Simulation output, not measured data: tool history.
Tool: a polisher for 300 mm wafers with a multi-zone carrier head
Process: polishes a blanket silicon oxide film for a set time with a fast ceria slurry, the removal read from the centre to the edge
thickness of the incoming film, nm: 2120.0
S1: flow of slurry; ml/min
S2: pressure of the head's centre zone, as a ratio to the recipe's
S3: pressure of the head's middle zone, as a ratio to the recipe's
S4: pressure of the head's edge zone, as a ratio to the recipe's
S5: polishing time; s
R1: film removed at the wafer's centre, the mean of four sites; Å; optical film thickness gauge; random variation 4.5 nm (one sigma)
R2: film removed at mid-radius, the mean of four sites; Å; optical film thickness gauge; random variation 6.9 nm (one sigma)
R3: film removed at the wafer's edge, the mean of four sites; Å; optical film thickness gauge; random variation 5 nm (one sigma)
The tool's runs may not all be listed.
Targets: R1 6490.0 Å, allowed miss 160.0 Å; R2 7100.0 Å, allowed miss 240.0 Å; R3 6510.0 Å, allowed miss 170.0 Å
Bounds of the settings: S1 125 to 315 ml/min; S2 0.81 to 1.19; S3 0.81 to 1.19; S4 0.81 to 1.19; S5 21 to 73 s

run	day	S1	S2	S3	S4	S5	R1	R2	R3
1	0.000	205	1.00	1.00	1.00	47	7344.3	7504.5	7607.5
2	0.054	165	1.00	1.00	1.00	47	6961.8	7154.1	7330.2
3	0.350	155	1.00	1.01	0.96	47	6962.5	7210.9	7157.7
4	0.604	150	0.99	1.02	0.93	47	6867.9	7214.4	6993.2
5	0.862	195	0.99	1.02	0.93	47	7208.6	7699.0	7239.5
6	0.925	180	0.98	1.02	0.91	47	6981.9	7536.4	7104.2
7	1.267	170	0.98	1.02	0.89	47	6880.7	7437.7	7013.4
8	1.433	160	0.98	1.02	0.87	47	6885.7	7195.4	6747.9
9	1.588	130	0.93	1.05	0.86	47	6055.2	7092.8	6576.8
10	1.788	130	0.93	1.05	0.86	47	6060.9	7063.5	6607.7
11	1.925	135	0.94	1.04	0.85	47	6294.0	6995.6	6632.2

4 next moves are on the table. One of them brings every result within its allowed miss. Which?
A	2.062	185	0.94	1.12	0.90	43	?	?	?
B	2.062	125	0.95	1.02	0.84	47	?	?	?
C	2.062	165	0.99	1.06	0.90	44	?	?	?
D	2.062	125	0.95	1.05	0.92	47	?	?	?

move	R1	R2	R3
A	6200.7	7366.8	6467.7
B	6197.7	6807.8	6442.5
C	6523.4	7036.5	6520.2
D	6199.0	6976.6	6711.3
A: further off than the last run
B: further off than the last run
C: meets every target
D: further off than the last run
Answer: C
